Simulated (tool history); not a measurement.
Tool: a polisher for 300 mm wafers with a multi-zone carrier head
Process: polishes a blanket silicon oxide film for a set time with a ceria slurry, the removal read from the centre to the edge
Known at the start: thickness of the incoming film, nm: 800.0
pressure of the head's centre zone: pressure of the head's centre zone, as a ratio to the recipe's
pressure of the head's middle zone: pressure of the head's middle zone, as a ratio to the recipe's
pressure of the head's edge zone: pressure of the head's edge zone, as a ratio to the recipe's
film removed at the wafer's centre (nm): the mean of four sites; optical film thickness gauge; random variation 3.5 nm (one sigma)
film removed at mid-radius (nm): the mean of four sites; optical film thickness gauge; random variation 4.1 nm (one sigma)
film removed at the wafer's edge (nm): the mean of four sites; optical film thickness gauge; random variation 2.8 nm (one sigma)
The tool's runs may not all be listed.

run  hour  flow of slurry (ml/min)  pressure of the head's centre zone  pressure of the head's middle zone  pressure of the head's edge zone  polishing time (s)  film removed at the wafer's centre (nm)  film removed at mid-radius (nm)  film removed at the wafer's edge (nm)
  1     0                      140                                   1                                   1                                 1                  52                                   233.43                           231.48                                 222.75
  2   3.9                      140                                1.08                                   1                                 1                  52                                   245.33                           215.97                                 222.97
  3    11                      140                                1.08                                   1                              1.03                  52                                    247.1                           224.62                                 227.18
  4  12.1                      140                                1.08                                   1                              0.99                  52                                   246.08                           224.13                                 220.96
  5  17.9                      145                                1.07                                1.02                                 1                  52                                    247.1                           228.35                                 221.43
  6  19.2                      150                                1.06                                1.03                              1.02                  52                                   248.59                           236.24                                 226.37
  7    20                      155                                1.05                                1.04                              1.03                  52                                   244.23                           240.97                                 232.97
  8  26.8                      195                                1.05                                1.14                              1.02                  53                                    257.9                           268.28                                 239.61
  9  29.2                      195                                1.05                                1.14                              1.03                  53                                    254.7                           267.28                                 244.71

Run 10 comes next. What will it give?
 10  33.5                      195                                1.05                                1.15                              1.03                  53                                        ?                                ?                                      ?

film removed at the wafer's centre (nm): 252
film removed at mid-radius (nm): 263.4
film removed at the wafer's edge (nm): 240.1
